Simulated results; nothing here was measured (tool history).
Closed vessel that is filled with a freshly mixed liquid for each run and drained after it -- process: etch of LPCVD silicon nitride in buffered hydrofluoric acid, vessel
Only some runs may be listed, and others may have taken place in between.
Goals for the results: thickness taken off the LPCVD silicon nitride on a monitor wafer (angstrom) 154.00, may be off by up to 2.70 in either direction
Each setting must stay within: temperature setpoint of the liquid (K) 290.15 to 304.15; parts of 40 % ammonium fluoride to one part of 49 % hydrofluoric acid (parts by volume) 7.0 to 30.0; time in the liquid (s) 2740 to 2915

run	hour	temperature setpoint of the liquid (K)	parts of 40 % ammonium fluoride to one part of 49 % hydrofluoric acid (parts by volume)	time in the liquid (s)	thickness taken off the LPCVD silicon nitride on a monitor wafer (angstrom)
1	0.0	296.15	19.0	2740	209.29
2	1.4	299.65	19.0	2740	249.80
3	4.0	302.15	19.0	2740	288.98
4	11.9	302.15	19.0	2915	304.95
5	13.1	302.15	19.0	2915	306.69
6	19.9	299.15	19.0	2915	262.26
7	22.5	297.65	19.0	2915	240.77
8	31.3	296.65	19.0	2915	229.48
9	38.3	292.65	20.5	2915	171.98

4 candidate next runs follow, results not yet known. Just one meets every target within its allowed miss. Identify it.
A	45.3	294.65	19.0	2755	?
B	45.3	293.65	22.0	2750	?
C	45.3	293.15	22.5	2750	?
D	45.3	294.65	19.0	2805	?

move	thickness taken off the LPCVD silicon nitride on a monitor wafer (angstrom)
A	192.42
B	161.69
C	154.80
D	195.91
A: moves away from the targets compared with the last run
B: gains on the last run, yet a result remains outside its allowed miss
C: each result inside its tolerance
D: moves away from the targets compared with the last run
The move that meets every target is C.

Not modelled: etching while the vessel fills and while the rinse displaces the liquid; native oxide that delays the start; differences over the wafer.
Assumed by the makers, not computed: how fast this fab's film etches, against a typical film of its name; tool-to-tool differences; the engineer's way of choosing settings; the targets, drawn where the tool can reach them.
